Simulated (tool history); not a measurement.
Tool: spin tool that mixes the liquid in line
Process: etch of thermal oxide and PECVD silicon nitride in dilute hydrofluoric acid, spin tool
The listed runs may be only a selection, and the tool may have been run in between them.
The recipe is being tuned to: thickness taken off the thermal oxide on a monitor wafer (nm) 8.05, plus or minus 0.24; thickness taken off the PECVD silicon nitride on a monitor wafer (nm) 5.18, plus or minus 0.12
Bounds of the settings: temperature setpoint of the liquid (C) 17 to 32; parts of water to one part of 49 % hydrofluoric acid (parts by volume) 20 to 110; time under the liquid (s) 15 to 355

run,hour,temperature setpoint of the liquid (C),parts of water to one part of 49 % hydrofluoric acid (parts by volume),time under the liquid (s),thickness taken off the thermal oxide on a monitor wafer (nm),thickness taken off the PECVD silicon nitride on a monitor wafer (nm)
1,0,24,60,180,14.256,9.0388
2,7.8,24,60,135,10.771,6.759
3,16.3,23.5,70,140,9.1913,5.8208
4,23.1,23.5,55,140,11.866,7.4139
5,25.1,23.5,45,140,14.851,8.9987
6,28.2,23.5,50,140,13.019,8.1196
7,37,23.5,55,140,11.834,7.389
8,45.8,23.5,60,140,10.829,6.7951
9,51.6,23,70,145,9.1138,5.8719
10,60.2,22.5,70,145,9.1243,5.666
11,66.2,23,75,145,8.6281,5.4694

Consider the 4 candidate settings below. Which is the only one whose results all fall within their allowed miss of target?
A,72.2,22,75,165,?,?
B,72.2,18.5,75,175,?,?
C,72.2,24,70,120,?,?
D,72.2,24,90,160,?,?

move,thickness taken off the thermal oxide on a monitor wafer (nm),thickness taken off the PECVD silicon nitride on a monitor wafer (nm)
A,9.2821,5.8327
B,8.5087,4.8652
C,7.8968,5.1927
D,7.9843,5.4053
A: misses by more than the last run did
B: the result that was furthest off in the last run now lies on the other side of its target
C: meets every target
D: better than the last run, though not everything is in spec
Move C is the one to make.
